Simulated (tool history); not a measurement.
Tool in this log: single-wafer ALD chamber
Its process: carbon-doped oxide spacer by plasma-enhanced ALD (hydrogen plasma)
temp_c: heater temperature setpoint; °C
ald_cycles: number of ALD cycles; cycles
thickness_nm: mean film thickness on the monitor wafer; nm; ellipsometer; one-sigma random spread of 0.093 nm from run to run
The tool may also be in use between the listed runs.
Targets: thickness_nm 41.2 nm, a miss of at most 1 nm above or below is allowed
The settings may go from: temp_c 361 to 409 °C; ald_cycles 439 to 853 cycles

| run | hour | temp_c | ald_cycles | thickness_nm |
|---|---|---|---|---|
| 1 | 0 | 385 | 646 | 32.779 |
| 2 | 4.7 | 381 | 646 | 32.901 |
| 3 | 11.2 | 372 | 646 | 32.786 |
| 4 | 18.5 | 372 | 694 | 35.3 |
| 5 | 25.8 | 368 | 694 | 35.165 |
| 6 | 35.7 | 368 | 728 | 36.977 |
| 7 | 38.6 | 368 | 752 | 38.123 |
| 8 | 42.3 | 368 | 770 | 39.021 |
| 9 | 46.7 | 368 | 783 | 39.749 |

Which single option among these 5 for the next run brings every result within its allowed miss of target? Just one does.
| A | 51.1 | 379 | 810 | ? |
| B | 51.1 | 361 | 738 | ? |
| C | 51.1 | 372 | 758 | ? |
| D | 51.1 | 368 | 779 | ? |
| E | 51.1 | 369 | 775 | ? |

| move | thickness_nm |
|---|---|
| A | 40.95 |
| B | 37.31 |
| C | 38.321 |
| D | 39.382 |
| E | 39.18 |
A: each result inside its tolerance
B: its largest miss is bigger than the last run's
C: its largest miss is bigger than the last run's
D: its largest miss is bigger than the last run's
E: its largest miss is bigger than the last run's
So the answer is move A, the one that meets all the targets.
